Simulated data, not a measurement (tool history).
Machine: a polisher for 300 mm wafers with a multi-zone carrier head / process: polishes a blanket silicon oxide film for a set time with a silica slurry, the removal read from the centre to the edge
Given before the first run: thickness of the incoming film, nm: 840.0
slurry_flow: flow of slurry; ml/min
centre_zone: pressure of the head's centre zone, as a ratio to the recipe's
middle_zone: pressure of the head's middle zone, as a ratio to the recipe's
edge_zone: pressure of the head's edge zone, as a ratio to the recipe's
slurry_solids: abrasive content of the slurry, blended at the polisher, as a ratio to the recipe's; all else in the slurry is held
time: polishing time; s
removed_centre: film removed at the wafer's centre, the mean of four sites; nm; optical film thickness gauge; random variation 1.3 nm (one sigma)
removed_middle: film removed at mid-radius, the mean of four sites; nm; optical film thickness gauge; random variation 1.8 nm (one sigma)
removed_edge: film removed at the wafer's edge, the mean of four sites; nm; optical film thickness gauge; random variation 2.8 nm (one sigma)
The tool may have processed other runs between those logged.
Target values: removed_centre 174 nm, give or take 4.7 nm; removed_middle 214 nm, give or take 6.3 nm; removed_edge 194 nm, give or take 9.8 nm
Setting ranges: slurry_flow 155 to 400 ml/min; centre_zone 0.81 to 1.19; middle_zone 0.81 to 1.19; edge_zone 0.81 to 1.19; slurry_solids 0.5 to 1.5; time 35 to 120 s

run,hour,slurry_flow,centre_zone,middle_zone,edge_zone,slurry_solids,time,removed_centre,removed_middle,removed_edge
1,0,255,1,1,1,1,77,250.68,253.63,256.09
2,8.1,205,1,1,1,1,77,248.97,253.94,248.72
3,16.6,205,1,1,1,1,61,196.54,199.35,198.97
4,18.1,205,1,1,0.95,1,61,197.37,201.31,198.76
5,26.1,205,1,1,0.95,1.15,61,209.79,209.98,209.93
6,34,200,0.99,1.01,0.94,1.15,61,204.26,215.07,209.75
7,37.1,195,0.98,1.01,0.93,1.15,61,203.46,216.59,204.83
8,45.3,195,0.97,1.01,0.93,1.15,61,199.91,211.45,204.94

Which single option among these 5 for the next run brings every result within its allowed miss of target? Just one does.
A,53.5,170,1.09,1.06,0.87,1.1,61,?,?,?
B,53.5,235,0.87,1.07,0.91,1.15,58,?,?,?
C,53.5,220,0.93,1.01,0.92,0.9,65,?,?,?
D,53.5,265,1.05,0.98,0.91,1.35,57,?,?,?
E,53.5,155,1.12,1.04,0.81,1.15,62,?,?,?

move,removed_centre,removed_middle,removed_edge
A,220.98,210.95,185.95
B,176.12,212.1,187.78
C,188.83,203.18,189.8
D,224.92,208.65,198.04
E,232.7,213.12,185.28
A: the biggest miss grows against the last run
B: every result within its allowed miss
C: nearer than the last run, and not there yet
D: the biggest miss grows against the last run
E: the biggest miss grows against the last run
Correct choice: B, which meets every target
